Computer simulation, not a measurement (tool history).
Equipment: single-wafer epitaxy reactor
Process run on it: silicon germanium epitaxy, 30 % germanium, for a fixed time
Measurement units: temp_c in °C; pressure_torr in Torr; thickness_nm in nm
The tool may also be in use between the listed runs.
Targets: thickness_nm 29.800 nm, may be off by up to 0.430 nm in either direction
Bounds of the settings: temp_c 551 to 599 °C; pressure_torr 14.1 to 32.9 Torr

| run | hour | temp_c | pressure_torr | thickness_nm |
|---|---|---|---|---|
| 1 | 0.0 | 575 | 23.5 | 35.707 |
| 2 | 8.4 | 573 | 23.5 | 34.154 |
| 3 | 11.4 | 566 | 23.5 | 29.059 |
| 4 | 14.0 | 566 | 27.2 | 30.523 |
| 5 | 16.9 | 573 | 27.2 | 35.533 |
| 6 | 20.6 | 573 | 24.0 | 34.257 |
| 7 | 25.3 | 564 | 23.9 | 27.792 |
| 8 | 26.8 | 565 | 23.9 | 28.631 |
| 9 | 28.6 | 566 | 23.9 | 29.186 |
| 10 | 33.9 | 566 | 23.9 | 29.136 |

Below are 4 possible settings for the next run. Only one of them brings all results inside the allowed miss of their targets. Which is it?
| A | 39.2 | 566 | 25.8 | ? |
| B | 39.2 | 568 | 24.8 | ? |
| C | 39.2 | 565 | 23.7 | ? |
| D | 39.2 | 568 | 19.5 | ? |

| move | thickness_nm |
|---|---|
| A | 29.955 |
| B | 30.977 |
| C | 28.525 |
| D | 28.840 |
A: each result inside its tolerance
B: moves the result that the last run missed by most past its target, out the other side
C: further off than the last run
D: further off than the last run
A is the move that brings every result within its allowed miss.

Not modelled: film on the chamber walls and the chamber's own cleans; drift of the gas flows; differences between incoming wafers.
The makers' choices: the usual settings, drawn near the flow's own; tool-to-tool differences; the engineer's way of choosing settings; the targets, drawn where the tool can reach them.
